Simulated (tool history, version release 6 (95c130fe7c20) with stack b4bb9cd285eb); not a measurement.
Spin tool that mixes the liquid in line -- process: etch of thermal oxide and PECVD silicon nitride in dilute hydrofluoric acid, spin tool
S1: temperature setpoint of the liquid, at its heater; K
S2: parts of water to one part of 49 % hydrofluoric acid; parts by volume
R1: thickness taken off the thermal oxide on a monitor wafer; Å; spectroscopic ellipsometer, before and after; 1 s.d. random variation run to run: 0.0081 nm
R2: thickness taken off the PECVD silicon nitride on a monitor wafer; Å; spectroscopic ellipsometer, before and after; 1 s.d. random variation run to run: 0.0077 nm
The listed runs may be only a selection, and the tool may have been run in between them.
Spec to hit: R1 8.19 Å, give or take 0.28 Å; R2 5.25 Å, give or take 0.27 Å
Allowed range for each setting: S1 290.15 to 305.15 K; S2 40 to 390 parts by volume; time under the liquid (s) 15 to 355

run 1 hour=0 | S1=297.15 S2=215 time_under_the_liquid_(s)=180 | R1=35.26 R2=17.748
run 2 hour=8.9 | S1=297.15 S2=215 time_under_the_liquid_(s)=150 | R1=29.536 R2=15.072
run 3 hour=18 | S1=297.15 S2=285 time_under_the_liquid_(s)=150 | R1=20.273 R2=11.367
run 4 hour=22.5 | S1=297.15 S2=285 time_under_the_liquid_(s)=85 | R1=11.6 R2=6.5218
run 5 hour=26.6 | S1=297.15 S2=295 time_under_the_liquid_(s)=85 | R1=11.03 R2=6.2017
run 6 hour=31.7 | S1=299.65 S2=295 time_under_the_liquid_(s)=85 | R1=11.935 R2=7.3053
run 7 hour=32.8 | S1=299.65 S2=305 time_under_the_liquid_(s)=85 | R1=11.468 R2=6.9177
run 8 hour=38.5 | S1=299.65 S2=315 time_under_the_liquid_(s)=85 | R1=10.932 R2=6.7038
run 9 hour=42.5 | S1=299.65 S2=325 time_under_the_liquid_(s)=85 | R1=10.586 R2=6.3816
run 10 hour=47.9 | S1=300.15 S2=390 time_under_the_liquid_(s)=95 | R1=9.5917 R2=6.1247
run 11 hour=51 | S1=300.15 S2=390 time_under_the_liquid_(s)=85 | R1=8.4343 R2=5.6177

Next run, 4 choices. One meets every target within its allowed miss, the rest don't. Which?
run A hour=54.1 | S1=303.15 S2=390 time_under_the_liquid_(s)=75 | R1=? R2=?
run B hour=54.1 | S1=298.65 S2=360 time_under_the_liquid_(s)=70 | R1=? R2=?
run C hour=54.1 | S1=299.15 S2=380 time_under_the_liquid_(s)=75 | R1=? R2=?
run D hour=54.1 | S1=300.15 S2=360 time_under_the_liquid_(s)=75 | R1=? R2=?

move=A R1=8.2758 R2=5.7277
move=B R1=7.4735 R2=4.481
move=C R1=7.5657 R2=4.683
move=D R1=8.4083 R2=5.2411
A: misses by more than the last run did
B: carries the result that was furthest off beyond its target, to the other side
C: carries the result that was furthest off beyond its target, to the other side
D: meets every target
So the answer is move D, the one that meets all the targets.
